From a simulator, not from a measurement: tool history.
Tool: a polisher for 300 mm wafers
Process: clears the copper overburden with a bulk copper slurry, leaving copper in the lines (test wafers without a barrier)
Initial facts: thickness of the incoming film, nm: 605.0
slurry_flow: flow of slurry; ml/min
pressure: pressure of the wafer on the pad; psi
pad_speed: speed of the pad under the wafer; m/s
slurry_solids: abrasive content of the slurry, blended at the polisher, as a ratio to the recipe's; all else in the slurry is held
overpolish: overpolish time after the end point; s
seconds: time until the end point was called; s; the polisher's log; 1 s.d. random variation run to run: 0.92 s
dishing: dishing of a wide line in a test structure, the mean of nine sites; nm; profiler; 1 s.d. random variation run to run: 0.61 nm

run	hour	slurry_flow	pressure	pad_speed	slurry_solids	overpolish	seconds	dishing
1	0.0	205	1.8	1.18	1.00	23	74.656	76.243
2	7.0	205	1.7	1.22	1.00	21	75.818	72.831
3	11.5	210	1.6	1.22	1.05	19	76.472	67.891
4	12.6	210	1.6	1.22	0.95	19	78.679	69.102
5	18.2	195	1.5	1.22	1.05	17	81.611	59.794
6	26.2	195	1.7	1.22	1.05	17	74.738	66.906
7	33.4	185	1.6	1.22	1.10	16	78.170	59.974
8	41.2	175	1.5	1.24	1.15	15	80.032	55.620
9	46.6	170	1.4	1.24	1.20	14	83.213	52.822
10	50.7	165	1.3	1.24	1.25	13	88.834	50.512
11	59.0	160	1.2	1.26	1.30	12	89.530	43.233
12	62.6	125	0.8	1.30	1.50	7	113.130	22.849
13	71.2	130	0.8	1.30	1.50	7	111.400	23.227
14	78.0	135	0.8	1.30	1.50	7	110.600	23.999
15	80.0	140	0.8	1.32	1.50	7	108.400	24.354
16	84.6	145	0.8	1.34	1.50	7	104.750	24.079

Run 17, settings as shown, results not yet in. Your forecast:
17	88.0	150	0.8	1.34	1.50	7	?	?

Run 17 measured seconds 104.550 s, dishing 25.912 nm.

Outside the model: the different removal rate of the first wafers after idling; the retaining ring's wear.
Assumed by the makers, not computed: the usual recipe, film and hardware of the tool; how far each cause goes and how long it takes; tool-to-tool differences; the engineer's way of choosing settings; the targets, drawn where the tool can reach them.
